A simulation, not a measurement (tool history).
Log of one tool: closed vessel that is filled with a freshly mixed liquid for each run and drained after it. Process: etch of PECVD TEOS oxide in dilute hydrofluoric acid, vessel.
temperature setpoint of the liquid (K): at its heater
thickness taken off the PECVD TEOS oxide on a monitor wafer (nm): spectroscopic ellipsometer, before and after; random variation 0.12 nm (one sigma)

run,hour,temperature setpoint of the liquid (K),parts of water to one part of 49 % hydrofluoric acid (parts by volume),time in the liquid (s),thickness taken off the PECVD TEOS oxide on a monitor wafer (nm)
1,0,293.15,230,110,6.6898
2,4,293.15,190,110,8.4903
3,5.7,293.15,190,115,8.8342
4,11.8,296.15,190,115,9.9773
5,18.7,296.15,190,115,9.9952
6,27.5,296.15,230,115,7.7744
7,28.1,297.15,210,115,9.1364
8,34.1,297.65,195,115,10.309
9,40.5,298.15,185,115,11.033
10,46.8,298.65,175,115,11.92
11,51.3,299.15,165,115,13.17

The next listed run, before its measurement:
12,51.8,299.65,160,115,?

Run 12 gave thickness taken off the PECVD TEOS oxide on a monitor wafer (nm) 13.801.
